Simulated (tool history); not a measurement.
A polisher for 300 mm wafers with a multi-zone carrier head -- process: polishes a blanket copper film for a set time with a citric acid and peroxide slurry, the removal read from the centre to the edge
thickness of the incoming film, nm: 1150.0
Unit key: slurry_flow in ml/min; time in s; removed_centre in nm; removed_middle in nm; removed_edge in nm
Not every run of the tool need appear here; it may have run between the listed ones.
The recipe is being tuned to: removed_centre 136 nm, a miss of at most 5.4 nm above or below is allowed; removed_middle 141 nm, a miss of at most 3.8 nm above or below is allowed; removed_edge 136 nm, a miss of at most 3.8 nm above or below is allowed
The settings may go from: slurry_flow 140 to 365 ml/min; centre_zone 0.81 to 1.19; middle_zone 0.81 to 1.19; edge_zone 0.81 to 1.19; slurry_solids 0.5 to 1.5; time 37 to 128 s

run,hour,slurry_flow,centre_zone,middle_zone,edge_zone,slurry_solids,time,removed_centre,removed_middle,removed_edge
1,0,235,1,1,1,1,82,203.4,204.85,203.51
2,2.3,230,0.98,0.98,0.95,0.85,76,177.92,181.07,177.06
3,7.8,230,0.98,0.98,0.88,0.85,76,179.48,177.03,170.16
4,14.1,250,0.98,0.98,0.88,0.85,76,179.81,181.35,172.67
5,15.8,250,0.98,0.98,0.85,0.85,76,179.77,181.87,171.3
6,24,250,0.98,0.98,0.85,1,76,191.04,189.78,174.38
7,31.6,235,0.97,0.98,0.84,0.85,73,172.99,172.06,161.31
8,37.6,220,0.95,0.98,0.83,0.75,71,155.31,160.9,149.11
9,38.9,165,0.92,0.91,0.81,0.6,70,134.86,134.57,134.44

Of the 5 settings listed for the next run, only one would bring every result within its allowed miss of target. Which one?
A,40.2,155,0.87,0.88,0.81,0.9,69,?,?,?
B,40.2,140,0.89,0.89,0.85,0.6,78,?,?,?
C,40.2,160,0.89,0.9,0.85,0.7,72,?,?,?
D,40.2,245,0.89,0.91,0.81,0.5,72,?,?,?
E,40.2,185,0.97,0.89,0.83,0.6,73,?,?,?

move,removed_centre,removed_middle,removed_edge
A,134.35,142.72,145.95
B,136.38,143.29,149.2
C,135.37,143.02,146.37
D,133.15,140.88,137.42
E,147.95,141.51,143.68
A: puts the biggest miss on target and leaves a different result outside tolerance
B: puts the biggest miss on target and leaves a different result outside tolerance
C: puts the biggest miss on target and leaves a different result outside tolerance
D: all results land within tolerance of their targets
E: puts the biggest miss on target and leaves a different result outside tolerance
Correct choice: D, which meets every target
